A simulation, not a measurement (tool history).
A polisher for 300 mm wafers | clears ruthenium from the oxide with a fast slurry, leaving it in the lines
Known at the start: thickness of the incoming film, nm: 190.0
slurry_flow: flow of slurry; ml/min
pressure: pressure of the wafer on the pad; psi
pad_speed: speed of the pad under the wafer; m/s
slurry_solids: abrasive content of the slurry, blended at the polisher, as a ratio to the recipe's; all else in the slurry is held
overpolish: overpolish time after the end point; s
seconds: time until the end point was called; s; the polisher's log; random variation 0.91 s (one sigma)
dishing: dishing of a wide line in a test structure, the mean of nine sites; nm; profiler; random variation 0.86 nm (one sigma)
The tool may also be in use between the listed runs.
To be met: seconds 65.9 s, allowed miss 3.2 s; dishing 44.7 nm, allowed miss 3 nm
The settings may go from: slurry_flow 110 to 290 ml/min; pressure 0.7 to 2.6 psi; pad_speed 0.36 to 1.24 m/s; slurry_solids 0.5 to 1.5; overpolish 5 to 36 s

run	hour	slurry_flow	pressure	pad_speed	slurry_solids	overpolish	seconds	dishing
1	0	185	1.6	0.8	1	18	83.618	30.925
2	7.8	145	1.6	0.8	1	18	84.373	30.206
3	10.6	145	1.2	0.8	1	18	111.1	23.613
4	12	170	1.2	0.8	1	18	110.8	23.605
5	20.2	195	1.2	0.8	1	18	111.47	25.048
6	25.7	195	1.2	0.8	1	25	110.86	32.742
7	33.4	195	1.3	0.8	1	24	102.79	32.288
8	37.9	195	1.4	0.8	1	24	94.624	36.957
9	41.5	195	1.5	0.8	1	23	92.312	35.958
10	49.4	195	1.6	0.8	1	23	83.52	39.001

Which of these 5 next moves meets every target?
A	57.3	195	2	0.82	1	28	?	?
B	57.3	180	2.1	0.86	0.85	22	?	?
C	57.3	190	1.6	1.16	1	22	?	?
D	57.3	175	2	0.92	1	20	?	?
E	57.3	215	1.7	1.04	0.9	15	?	?

move	seconds	dishing
A	66.779	52.556
B	67.721	43.04
C	59.292	47.837
D	60.267	43.785
E	65.608	32.09
A: brings the result that was furthest off to its target, and leaves another outside
B: meets every target
C: takes the result that was furthest off past its target
D: takes the result that was furthest off past its target
E: brings the result that was furthest off to its target, and leaves another outside
Move B is the one to make.
